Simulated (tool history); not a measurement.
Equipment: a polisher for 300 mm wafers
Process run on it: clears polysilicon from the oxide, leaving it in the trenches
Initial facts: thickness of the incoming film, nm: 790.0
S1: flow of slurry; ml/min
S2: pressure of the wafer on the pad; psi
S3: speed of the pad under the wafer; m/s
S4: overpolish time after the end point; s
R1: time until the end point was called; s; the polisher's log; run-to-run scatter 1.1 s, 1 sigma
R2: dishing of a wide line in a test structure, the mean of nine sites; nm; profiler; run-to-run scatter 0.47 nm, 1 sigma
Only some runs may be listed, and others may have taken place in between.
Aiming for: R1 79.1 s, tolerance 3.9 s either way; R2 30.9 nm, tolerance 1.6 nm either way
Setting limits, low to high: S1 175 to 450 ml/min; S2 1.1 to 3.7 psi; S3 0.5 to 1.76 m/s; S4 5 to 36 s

run 1 hour=0 | S1=290 S2=2.4 S3=1.12 S4=18 | R1=54.187 R2=32.455
run 2 hour=7.9 | S1=290 S2=2.4 S3=1.12 S4=14 | R1=54.188 R2=31.692
run 3 hour=12.1 | S1=290 S2=2.2 S3=1.12 S4=13 | R1=56.074 R2=32.472
run 4 hour=16 | S1=290 S2=2.2 S3=1.02 S4=11 | R1=63.811 R2=32.048
-- hour=21.9 slurry nozzle cleaned
run 5 hour=21.9 | S1=290 S2=2.2 S3=1.02 S4=7 | R1=60.298 R2=30.618
run 6 hour=26.2 | S1=290 S2=2.6 S3=1.02 S4=7 | R1=53.381 R2=31.14
run 7 hour=29.7 | S1=290 S2=2.4 S3=1 S4=7 | R1=56.094 R2=30.593
run 8 hour=35.9 | S1=290 S2=2.4 S3=1 S4=7 | R1=56.883 R2=30.602
run 9 hour=44 | S1=290 S2=2.2 S3=1 S4=7 | R1=62.247 R2=30.344
run 10 hour=45.4 | S1=290 S2=2.1 S3=1 S4=8 | R1=64.2 R2=30.977
run 11 hour=47.9 | S1=290 S2=2 S3=1 S4=8 | R1=64.637 R2=30.125

4 candidate next runs follow, results not yet known. Just one meets every target within its allowed miss. Identify it.
run A hour=50.4 | S1=235 S2=2.4 S3=0.66 S4=21 | R1=? R2=?
run B hour=50.4 | S1=290 S2=1.9 S3=1.16 S4=8 | R1=? R2=?
run C hour=50.4 | S1=290 S2=2.2 S3=1.14 S4=16 | R1=? R2=?
run D hour=50.4 | S1=285 S2=1.9 S3=0.86 S4=11 | R1=? R2=?

move=A R1=88.575 R2=32.237
move=B R1=59.274 R2=31.023
move=C R1=54.468 R2=32.325
move=D R1=79.287 R2=31.137
A: carries the result that was furthest off beyond its target, to the other side
B: the biggest miss grows against the last run
C: the biggest miss grows against the last run
D: in spec on every target
So the answer is move D, the one that meets all the targets.
